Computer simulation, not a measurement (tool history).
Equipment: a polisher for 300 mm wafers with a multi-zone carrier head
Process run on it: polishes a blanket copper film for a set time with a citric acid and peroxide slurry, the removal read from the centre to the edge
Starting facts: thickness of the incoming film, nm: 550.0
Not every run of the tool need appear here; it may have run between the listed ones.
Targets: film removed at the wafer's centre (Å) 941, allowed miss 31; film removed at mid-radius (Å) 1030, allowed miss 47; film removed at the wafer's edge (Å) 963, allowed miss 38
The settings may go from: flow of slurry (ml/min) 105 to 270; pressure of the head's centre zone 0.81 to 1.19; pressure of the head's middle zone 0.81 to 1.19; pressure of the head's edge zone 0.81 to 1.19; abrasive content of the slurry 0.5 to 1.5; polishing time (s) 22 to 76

run,hour,flow of slurry (ml/min),pressure of the head's centre zone,pressure of the head's middle zone,pressure of the head's edge zone,abrasive content of the slurry,polishing time (s),film removed at the wafer's centre (Å),film removed at mid-radius (Å),film removed at the wafer's edge (Å)
1,0,175,1,1,1,1,49,1311.4,1331.2,1325.9
2,3.3,175,1,1,1,1,59,1602.2,1601,1575
3,6.6,200,1,1,1,1,59,1646.5,1625.6,1625.4
4,11,200,1.05,1,1,1,59,1713.7,1651.1,1602.6
5,13.2,190,1.03,1,0.98,0.9,56,1543.2,1496.3,1470.9
6,21.1,190,1.03,1,0.98,0.9,64,1757.8,1744.7,1681.4
7,23.1,180,1.02,1,0.96,0.85,61,1659.7,1632.2,1582.8
8,27.2,175,1.01,1.01,0.95,0.8,57,1487.5,1510.9,1439.7
9,34.4,170,1,1.01,0.94,0.75,54,1362.7,1391.9,1370.4
10,39.9,220,1,1.11,0.89,0.55,40,1024,1105.1,956
11,44,215,0.99,1.1,0.89,0.55,40,1006.6,1093.9,963.28

Next run, 5 choices. One meets every target within its allowed miss, the rest don't. Which?
A,48.1,270,1,1.11,0.86,0.5,41,?,?,?
B,48.1,215,0.97,1.17,0.88,0.6,41,?,?,?
C,48.1,195,1.14,1.09,0.86,0.6,39,?,?,?
D,48.1,205,1.03,1.15,0.81,0.7,39,?,?,?
E,48.1,225,0.94,1.04,0.93,0.7,38,?,?,?

move,film removed at the wafer's centre (Å),film removed at mid-radius (Å),film removed at the wafer's edge (Å)
A,1051.8,1119.1,985.11
B,1026.2,1174.7,1000.8
C,1101.5,1037.5,937.5
D,1045.6,1122.6,948.52
E,955.87,1015.5,974.29
A: moves away from the targets compared with the last run
B: moves away from the targets compared with the last run
C: moves away from the targets compared with the last run
D: moves away from the targets compared with the last run
E: in spec on every target
The right move is E.

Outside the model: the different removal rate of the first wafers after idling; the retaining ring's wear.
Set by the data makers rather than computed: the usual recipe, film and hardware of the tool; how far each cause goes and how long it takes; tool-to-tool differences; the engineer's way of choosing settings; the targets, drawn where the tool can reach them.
